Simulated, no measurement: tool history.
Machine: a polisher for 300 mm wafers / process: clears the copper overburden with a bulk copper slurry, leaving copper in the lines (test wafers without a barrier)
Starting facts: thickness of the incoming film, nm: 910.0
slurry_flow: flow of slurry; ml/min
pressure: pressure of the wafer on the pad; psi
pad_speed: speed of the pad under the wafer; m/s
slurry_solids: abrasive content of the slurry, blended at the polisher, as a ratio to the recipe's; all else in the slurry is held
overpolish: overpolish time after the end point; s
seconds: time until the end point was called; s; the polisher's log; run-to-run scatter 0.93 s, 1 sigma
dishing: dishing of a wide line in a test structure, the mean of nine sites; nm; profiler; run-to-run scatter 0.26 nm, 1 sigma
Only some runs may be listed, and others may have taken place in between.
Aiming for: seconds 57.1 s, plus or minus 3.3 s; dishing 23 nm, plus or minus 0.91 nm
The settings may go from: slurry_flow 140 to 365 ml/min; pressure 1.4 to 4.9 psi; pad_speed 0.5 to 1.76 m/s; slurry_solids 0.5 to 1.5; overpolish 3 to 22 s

{"run": 1, "hour": 0.0, "slurry_flow": 235, "pressure": 3.1, "pad_speed": 1.12, "slurry_solids": 1, "overpolish": 11, "seconds": 97.418, "dishing": 23.262}
{"run": 2, "hour": 6.1, "slurry_flow": 235, "pressure": 3.1, "pad_speed": 1.12, "slurry_solids": 1, "overpolish": 6, "seconds": 97.392, "dishing": 19.933}
{"run": 3, "hour": 14.7, "slurry_flow": 235, "pressure": 3.4, "pad_speed": 1.14, "slurry_solids": 1, "overpolish": 6, "seconds": 85.561, "dishing": 21.059}
{"run": 4, "hour": 20.2, "slurry_flow": 235, "pressure": 3.4, "pad_speed": 1.14, "slurry_solids": 1, "overpolish": 9, "seconds": 88.971, "dishing": 23.088}
{"run": 5, "hour": 29.0, "slurry_flow": 235, "pressure": 2.7, "pad_speed": 1.14, "slurry_solids": 1, "overpolish": 9, "seconds": 108.73, "dishing": 21.669}
{"run": 6, "hour": 31.4, "slurry_flow": 235, "pressure": 3, "pad_speed": 1.16, "slurry_solids": 1, "overpolish": 8, "seconds": 95.684, "dishing": 21.392}
{"run": 7, "hour": 34.7, "slurry_flow": 235, "pressure": 3.3, "pad_speed": 1.18, "slurry_solids": 1, "overpolish": 8, "seconds": 87.129, "dishing": 22.946}
{"run": 8, "hour": 38.7, "slurry_flow": 240, "pressure": 3.5, "pad_speed": 1.18, "slurry_solids": 1.05, "overpolish": 7, "seconds": 83.615, "dishing": 21.731}
{"run": 9, "hour": 39.9, "slurry_flow": 235, "pressure": 4.4, "pad_speed": 1.28, "slurry_solids": 1, "overpolish": 10, "seconds": 60.2, "dishing": 24.405}

Of the 5 settings listed for the next run, only one would bring every result within its allowed miss of target. Which one?
{"run": "A", "hour": 41.1, "slurry_flow": 250, "pressure": 4.2, "pad_speed": 1.44, "slurry_solids": 0.95, "overpolish": 6, "seconds": "?", "dishing": "?"}
{"run": "B", "hour": 41.1, "slurry_flow": 250, "pressure": 4.7, "pad_speed": 1.1, "slurry_solids": 1.05, "overpolish": 10, "seconds": "?", "dishing": "?"}
{"run": "C", "hour": 41.1, "slurry_flow": 275, "pressure": 3.9, "pad_speed": 1.22, "slurry_solids": 1.3, "overpolish": 6, "seconds": "?", "dishing": "?"}
{"run": "D", "hour": 41.1, "slurry_flow": 140, "pressure": 4.4, "pad_speed": 1.28, "slurry_solids": 0.9, "overpolish": 8, "seconds": "?", "dishing": "?"}
{"run": "E", "hour": 41.1, "slurry_flow": 240, "pressure": 4.2, "pad_speed": 1.26, "slurry_solids": 0.9, "overpolish": 9, "seconds": "?", "dishing": "?"}

move=A seconds=58.098 dishing=22.651
move=B seconds=65.997 dishing=23.615
move=C seconds=69.397 dishing=21.867
move=D seconds=65.423 dishing=23.18
move=E seconds=66.466 dishing=23.354
A: every result within its allowed miss
B: the worst result of the last run now meets its target, but another is out of spec
C: pushes the last run's worst result past its target
D: the worst result of the last run now meets its target, but another is out of spec
E: the worst result of the last run now meets its target, but another is out of spec
Correct choice: A, which meets every target
